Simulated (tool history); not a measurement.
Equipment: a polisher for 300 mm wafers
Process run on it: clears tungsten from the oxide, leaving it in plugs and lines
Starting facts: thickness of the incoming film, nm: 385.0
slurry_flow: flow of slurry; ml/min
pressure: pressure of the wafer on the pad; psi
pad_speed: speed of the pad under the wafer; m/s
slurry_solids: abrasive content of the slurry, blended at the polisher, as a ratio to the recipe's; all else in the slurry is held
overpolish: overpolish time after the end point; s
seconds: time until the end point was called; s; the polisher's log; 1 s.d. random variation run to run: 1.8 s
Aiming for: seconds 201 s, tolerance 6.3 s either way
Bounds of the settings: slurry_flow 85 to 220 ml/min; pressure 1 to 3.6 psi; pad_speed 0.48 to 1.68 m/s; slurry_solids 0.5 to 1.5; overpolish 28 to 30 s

run 1 hour=0 | slurry_flow=140 pressure=2.3 pad_speed=1.08 slurry_solids=1 overpolish=28 | seconds=113.99
run 2 hour=8.7 | slurry_flow=140 pressure=2.3 pad_speed=1.08 slurry_solids=1.1 overpolish=28 | seconds=112.67
run 3 hour=15.9 | slurry_flow=140 pressure=2.3 pad_speed=1.08 slurry_solids=0.9 overpolish=28 | seconds=115.23
run 4 hour=16.7 | slurry_flow=135 pressure=2.1 pad_speed=1.08 slurry_solids=0.9 overpolish=28 | seconds=128.21
run 5 hour=22.9 | slurry_flow=135 pressure=2.1 pad_speed=1.08 slurry_solids=0.7 overpolish=28 | seconds=132.94
run 6 hour=23.8 | slurry_flow=130 pressure=2 pad_speed=1.08 slurry_solids=0.7 overpolish=28 | seconds=141.55
run 7 hour=32.4 | slurry_flow=125 pressure=1.9 pad_speed=1.08 slurry_solids=0.7 overpolish=28 | seconds=149.78
-- hour=41.1 slurry blender recalibrated
run 8 hour=41.1 | slurry_flow=120 pressure=1.8 pad_speed=1.08 slurry_solids=0.7 overpolish=28 | seconds=151.22
run 9 hour=47.4 | slurry_flow=120 pressure=1.7 pad_speed=1.08 slurry_solids=0.7 overpolish=28 | seconds=159.52
run 10 hour=55 | slurry_flow=120 pressure=1.7 pad_speed=1.08 slurry_solids=0.7 overpolish=28 | seconds=159.09

Consider the 4 candidate settings below. Which is the only one whose results all fall within their allowed miss of target?
run A hour=62.6 | slurry_flow=115 pressure=1.8 pad_speed=0.84 slurry_solids=0.75 overpolish=30 | seconds=?
run B hour=62.6 | slurry_flow=135 pressure=1.2 pad_speed=1.2 slurry_solids=0.95 overpolish=30 | seconds=?
run C hour=62.6 | slurry_flow=100 pressure=1.5 pad_speed=0.98 slurry_solids=0.7 overpolish=28 | seconds=?
run D hour=62.6 | slurry_flow=155 pressure=1.1 pad_speed=1.28 slurry_solids=0.5 overpolish=30 | seconds=?

move=A seconds=178
move=B seconds=191.54
move=C seconds=202.4
move=D seconds=216.33
A: closes in on the targets versus the last run, not all within tolerance yet
B: closes in on the targets versus the last run, not all within tolerance yet
C: hits every target within its allowed miss
D: takes the result that was furthest off past its target
C meets every target.

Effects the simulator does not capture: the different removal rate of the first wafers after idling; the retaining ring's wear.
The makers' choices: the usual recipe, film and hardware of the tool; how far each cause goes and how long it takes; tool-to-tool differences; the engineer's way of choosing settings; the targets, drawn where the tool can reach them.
